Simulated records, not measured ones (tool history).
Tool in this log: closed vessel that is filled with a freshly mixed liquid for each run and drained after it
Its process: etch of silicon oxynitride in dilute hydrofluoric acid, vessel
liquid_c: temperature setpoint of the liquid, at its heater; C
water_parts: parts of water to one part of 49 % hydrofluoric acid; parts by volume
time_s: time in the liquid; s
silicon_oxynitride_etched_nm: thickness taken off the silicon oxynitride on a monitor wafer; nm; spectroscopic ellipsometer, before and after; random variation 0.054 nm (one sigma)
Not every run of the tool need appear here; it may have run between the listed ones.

run    day  liquid_c  water_parts  time_s  silicon_oxynitride_etched_nm
  1      0        22          200     960                        11.095
  2  0.162        21          205     960                        10.357
  3  0.438        21          205     960                         10.31
  4  0.829        20          210     960                        9.4803
  5  1.196        20          210     750                        7.4444
  6  1.596      22.5          210     750                        8.2962
  7  1.921      22.5          210     750                        8.3658

The next listed run, before its measurement:
  8  2.175        22          210     750                             ?

Run 8 produced silicon_oxynitride_etched_nm 8.1492 nm.

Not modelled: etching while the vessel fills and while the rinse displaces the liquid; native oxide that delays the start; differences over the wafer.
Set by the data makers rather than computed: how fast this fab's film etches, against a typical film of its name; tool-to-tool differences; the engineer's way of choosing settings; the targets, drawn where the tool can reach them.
